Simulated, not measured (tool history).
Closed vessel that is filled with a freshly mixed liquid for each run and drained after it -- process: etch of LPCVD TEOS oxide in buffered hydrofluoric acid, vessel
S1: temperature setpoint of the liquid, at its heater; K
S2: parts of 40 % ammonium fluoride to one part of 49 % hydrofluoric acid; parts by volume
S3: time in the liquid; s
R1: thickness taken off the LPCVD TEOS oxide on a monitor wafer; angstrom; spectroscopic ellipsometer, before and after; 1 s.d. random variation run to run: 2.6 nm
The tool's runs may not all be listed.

Run 1, hour 0: S1 294.15 K, S2 14.5 parts by volume, S3 95 s. Result: R1 2544.9 angstrom.
Run 2, hour 1.2: S1 296.65 K, S2 14 parts by volume, S3 95 s. Result: R1 2976.6 angstrom.
Run 3, hour 6.1: S1 296.65 K, S2 16.5 parts by volume, S3 95 s. Result: R1 2528.7 angstrom.
Run 4, hour 14.2: S1 295.15 K, S2 16.5 parts by volume, S3 95 s. Result: R1 2298.4 angstrom.
Run 5, hour 23: S1 295.15 K, S2 16.5 parts by volume, S3 95 s. Result: R1 2317.5 angstrom.
Run 6, hour 25.9: S1 295.15 K, S2 16.5 parts by volume, S3 100 s. Result: R1 2458.8 angstrom.
Run 7, hour 27.9: S1 297.15 K, S2 15.5 parts by volume, S3 100 s. Result: R1 2914.9 angstrom.
Run 8, hour 32.9: S1 298.65 K, S2 14.5 parts by volume, S3 100 s. Result: R1 3349.1 angstrom.
Run 9, hour 33.7: S1 298.65 K, S2 14.5 parts by volume, S3 100 s. Result: R1 3349 angstrom.
Run 10, hour 38.5: S1 299.65 K, S2 14 parts by volume, S3 100 s. Result: R1 3674.3 angstrom.
Run 11, hour 45.2: S1 300.65 K, S2 13.5 parts by volume, S3 100 s. Result: R1 4036.2 angstrom.

Run 12, settings as shown, results not yet in. Your forecast:
Run 12, hour 49.7: S1 301.15 K, S2 13.5 parts by volume, S3 100 s. Result: R1 ?.

Run 12 came out at R1 4192.9 angstrom.
